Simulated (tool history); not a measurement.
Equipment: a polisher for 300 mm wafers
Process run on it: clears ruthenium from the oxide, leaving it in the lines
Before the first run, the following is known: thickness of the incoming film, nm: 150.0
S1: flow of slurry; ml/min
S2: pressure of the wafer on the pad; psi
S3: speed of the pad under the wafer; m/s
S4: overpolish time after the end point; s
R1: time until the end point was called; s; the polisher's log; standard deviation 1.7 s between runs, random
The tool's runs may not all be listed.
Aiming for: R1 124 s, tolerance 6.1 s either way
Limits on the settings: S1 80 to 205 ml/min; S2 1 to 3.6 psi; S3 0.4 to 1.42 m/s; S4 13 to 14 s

run 1 hour=0 | S1=135 S2=2.3 S3=0.9 S4=13 | R1=155.93
run 2 hour=5.5 | S1=135 S2=2.4 S3=0.9 S4=13 | R1=150.7
run 3 hour=13 | S1=110 S2=2.4 S3=0.9 S4=13 | R1=159.56
run 4 hour=21.1 | S1=110 S2=2.4 S3=0.9 S4=14 | R1=158.12
run 5 hour=22.1 | S1=110 S2=2.4 S3=0.9 S4=13 | R1=158.92
run 6 hour=30.5 | S1=110 S2=2.4 S3=1 S4=13 | R1=143.73
run 7 hour=33 | S1=115 S2=2.5 S3=1 S4=13 | R1=135.06
run 8 hour=36.7 | S1=120 S2=2.5 S3=1 S4=13 | R1=139.28

Which one of the following 5 next-run settings gets every result inside its allowed miss? There is exactly one.
run A hour=40.4 | S1=115 S2=2.5 S3=0.84 S4=13 | R1=?
run B hour=40.4 | S1=135 S2=2.8 S3=1.1 S4=14 | R1=?
run C hour=40.4 | S1=125 S2=2.2 S3=1.26 S4=13 | R1=?
run D hour=40.4 | S1=130 S2=2.4 S3=0.82 S4=13 | R1=?
run E hour=40.4 | S1=135 S2=2.6 S3=0.9 S4=13 | R1=?

move=A R1=155.77
move=B R1=108.53
move=C R1=123.25
move=D R1=161.44
move=E R1=137.76
A: its largest miss is bigger than the last run's
B: moves the result that the last run missed by most past its target, out the other side
C: meets every target
D: its largest miss is bigger than the last run's
E: gains on the last run, yet a result remains outside its allowed miss
Correct choice: C, which meets every target
